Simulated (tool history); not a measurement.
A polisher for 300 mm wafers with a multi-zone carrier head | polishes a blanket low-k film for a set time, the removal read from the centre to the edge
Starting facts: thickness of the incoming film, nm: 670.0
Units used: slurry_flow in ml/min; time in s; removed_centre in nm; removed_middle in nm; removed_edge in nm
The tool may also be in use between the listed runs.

Run 1, day 0: slurry_flow 320 ml/min, centre_zone 1, middle_zone 1, edge_zone 1, slurry_solids 1, time 78 s. Result: removed_centre 33.088 nm, removed_middle 32.809 nm, removed_edge 33.966 nm.
Run 2, day 0.3: slurry_flow 320 ml/min, centre_zone 0.99, middle_zone 0.98, edge_zone 0.98, slurry_solids 0.95, time 78 s. Result: removed_centre 31.679 nm, removed_middle 30.924 nm, removed_edge 32.692 nm.
Run 3, day 0.392: slurry_flow 320 ml/min, centre_zone 0.99, middle_zone 0.95, edge_zone 0.98, slurry_solids 0.95, time 78 s. Result: removed_centre 31.275 nm, removed_middle 30.574 nm, removed_edge 32.622 nm.
Run 4, day 0.733: slurry_flow 320 ml/min, centre_zone 0.99, middle_zone 0.95, edge_zone 0.98, slurry_solids 0.95, time 70 s. Result: removed_centre 28.806 nm, removed_middle 27.35 nm, removed_edge 29.957 nm.
Run 5, day 0.812: slurry_flow 315 ml/min, centre_zone 0.98, middle_zone 0.94, edge_zone 0.95, slurry_solids 0.95, time 70 s. Result: removed_centre 28.436 nm, removed_middle 27.022 nm, removed_edge 28.886 nm.
At day 1.133: edge zone pressure recalibrated.
Run 6, day 1.133: slurry_flow 315 ml/min, centre_zone 0.95, middle_zone 0.94, edge_zone 0.95, slurry_solids 0.95, time 70 s. Result: removed_centre 27.268 nm, removed_middle 27.043 nm, removed_edge 27.174 nm.
Run 7, day 1.5: slurry_flow 310 ml/min, centre_zone 0.95, middle_zone 0.92, edge_zone 0.95, slurry_solids 0.95, time 70 s. Result: removed_centre 27.268 nm, removed_middle 26.566 nm, removed_edge 27.673 nm.
Run 8, day 1.629: slurry_flow 300 ml/min, centre_zone 0.94, middle_zone 0.87, edge_zone 0.89, slurry_solids 0.85, time 70 s. Result: removed_centre 25.063 nm, removed_middle 23.682 nm, removed_edge 25.171 nm.
Run 9, day 1.958: slurry_flow 305 ml/min, centre_zone 0.94, middle_zone 0.88, edge_zone 0.9, slurry_solids 0.85, time 70 s. Result: removed_centre 25.729 nm, removed_middle 24.045 nm, removed_edge 25.527 nm.

For run 10, what comes out?
Run 10, day 2.208: slurry_flow 310 ml/min, centre_zone 0.94, middle_zone 0.88, edge_zone 0.91, slurry_solids 0.85, time 70 s. Result: removed_centre ?, removed_middle ?, removed_edge ?.

{"run 10": {"removed_centre": 25.391, "removed_middle": 24.214, "removed_edge": 25.55}}
